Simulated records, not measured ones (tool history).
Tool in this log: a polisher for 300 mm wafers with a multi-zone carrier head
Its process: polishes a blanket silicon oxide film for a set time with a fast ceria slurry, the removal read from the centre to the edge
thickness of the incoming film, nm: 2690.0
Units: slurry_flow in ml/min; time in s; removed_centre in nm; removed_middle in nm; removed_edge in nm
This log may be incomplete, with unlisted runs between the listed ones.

run,hour,slurry_flow,centre_zone,middle_zone,edge_zone,time,removed_centre,removed_middle,removed_edge
1,0,230,1,1,1,54,526.7,497.76,499.39
2,7.9,230,1,1,1,59,576.23,540.49,544
3,11.4,180,1,1,1,59,546.45,524.87,527.96
4,14.2,180,1.08,1,1,59,602.31,522.86,532.12
5,20.2,180,1.08,0.93,1,59,596.59,488.49,532.28
6,22.1,175,1.03,0.97,0.97,58,553.65,491.3,512.86
7,24.4,170,0.99,1.01,0.95,57,516.29,506.58,494.53
8,25.6,165,0.96,1.03,0.93,57,498.6,507.33,483.62
9,29.3,160,0.94,1.05,0.92,57,487.73,508.74,479.09
10,32.9,155,0.92,1.08,0.91,57,478.1,515.08,467.96

Run 11 is up next; what results do you expect?
11,36.5,150,0.9,1.1,0.91,57,?,?,?

removed_centre: 465.06 nm
removed_middle: 535.3 nm
removed_edge: 469.22 nm
